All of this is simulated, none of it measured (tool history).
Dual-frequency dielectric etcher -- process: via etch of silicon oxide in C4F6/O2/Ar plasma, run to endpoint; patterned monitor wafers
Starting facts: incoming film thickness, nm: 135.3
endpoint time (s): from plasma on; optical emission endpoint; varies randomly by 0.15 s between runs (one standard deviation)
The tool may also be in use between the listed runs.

run,hour,bias power (kW),source power (kW),Ar flow (sccm),endpoint time (s)
1,0.0,0.615,0.400,269,27.574
2,7.1,0.615,0.460,269,26.119
3,15.7,0.701,0.460,269,25.203
4,20.4,0.701,0.460,236,24.930
5,28.2,0.632,0.430,239,26.199
6,30.3,0.632,0.430,260,26.563
7,37.0,0.580,0.410,263,27.559
8,45.1,0.540,0.390,266,28.841
9,54.0,0.508,0.390,266,29.285

Run 10 comes next. What will it give?
10,58.9,0.508,0.390,266,?

endpoint time (s): 29.534
